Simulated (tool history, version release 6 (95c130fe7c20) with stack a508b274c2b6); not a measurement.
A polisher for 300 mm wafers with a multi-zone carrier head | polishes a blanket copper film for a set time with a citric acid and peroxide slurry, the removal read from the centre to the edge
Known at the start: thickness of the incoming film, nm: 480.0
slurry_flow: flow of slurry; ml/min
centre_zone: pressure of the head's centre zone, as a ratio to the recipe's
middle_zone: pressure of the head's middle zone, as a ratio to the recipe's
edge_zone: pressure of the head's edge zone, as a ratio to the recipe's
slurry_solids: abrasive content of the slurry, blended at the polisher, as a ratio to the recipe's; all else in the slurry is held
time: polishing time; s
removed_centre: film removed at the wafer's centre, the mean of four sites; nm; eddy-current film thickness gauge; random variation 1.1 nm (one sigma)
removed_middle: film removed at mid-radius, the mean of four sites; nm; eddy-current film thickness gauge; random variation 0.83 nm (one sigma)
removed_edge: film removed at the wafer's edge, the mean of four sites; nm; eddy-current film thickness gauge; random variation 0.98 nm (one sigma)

| run | hour | slurry_flow | centre_zone | middle_zone | edge_zone | slurry_solids | time | removed_centre | removed_middle | removed_edge |
|---|---|---|---|---|---|---|---|---|---|---|
| 1 | 0.0 | 130 | 1.00 | 1.00 | 1.00 | 1.00 | 58 | 136.330 | 132.920 | 136.060 |
| 2 | 8.9 | 130 | 1.03 | 1.00 | 1.00 | 1.00 | 58 | 138.610 | 137.240 | 136.050 |
| 3 | 13.3 | 155 | 1.03 | 1.00 | 1.00 | 1.00 | 58 | 148.220 | 138.360 | 145.140 |
| 4 | 17.2 | 175 | 1.03 | 1.00 | 1.00 | 1.00 | 58 | 154.550 | 144.810 | 143.180 |
| 5 | 23.1 | 175 | 1.01 | 0.99 | 0.96 | 0.85 | 51 | 125.860 | 124.840 | 119.000 |
| 6 | 30.8 | 165 | 1.02 | 0.95 | 0.92 | 0.75 | 48 | 112.730 | 106.190 | 106.520 |
| 7 | 37.4 | 160 | 1.03 | 0.95 | 0.89 | 0.70 | 46 | 107.940 | 98.462 | 96.923 |
| 8 | 44.9 | 145 | 1.02 | 0.96 | 0.87 | 0.65 | 46 | 102.760 | 96.104 | 95.106 |

Forecast run 9:
| 9 | 51.7 | 140 | 1.02 | 0.97 | 0.85 | 0.60 | 45 | ? | ? | ? |

Run 9 gave removed_centre 95.688 nm, removed_middle 91.154 nm, removed_edge 87.730 nm.
